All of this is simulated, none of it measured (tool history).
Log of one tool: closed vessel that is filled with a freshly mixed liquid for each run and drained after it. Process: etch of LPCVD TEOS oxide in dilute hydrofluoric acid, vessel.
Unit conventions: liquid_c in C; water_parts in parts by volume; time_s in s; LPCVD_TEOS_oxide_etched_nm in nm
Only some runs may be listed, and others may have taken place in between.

| run | day | liquid_c | water_parts | time_s | LPCVD_TEOS_oxide_etched_nm |
|---|---|---|---|---|---|
| 1 | 0 | 20 | 70 | 30 | 16.032 |
| 2 | 0.171 | 19 | 80 | 30 | 13.376 |
| 3 | 0.254 | 17 | 80 | 30 | 12.168 |
| 4 | 0.592 | 17 | 55 | 30 | 18.263 |
| 5 | 0.671 | 17 | 70 | 30 | 14.081 |
| 6 | 1.012 | 17 | 80 | 30 | 12.116 |

What does the tool deliver on the next run?
|  | 1.129 | thermometer replaced |
| 7 | 1.129 | 17 | 105 | 30 | ? |

Run 7 yielded LPCVD_TEOS_oxide_etched_nm 9.6271 nm.
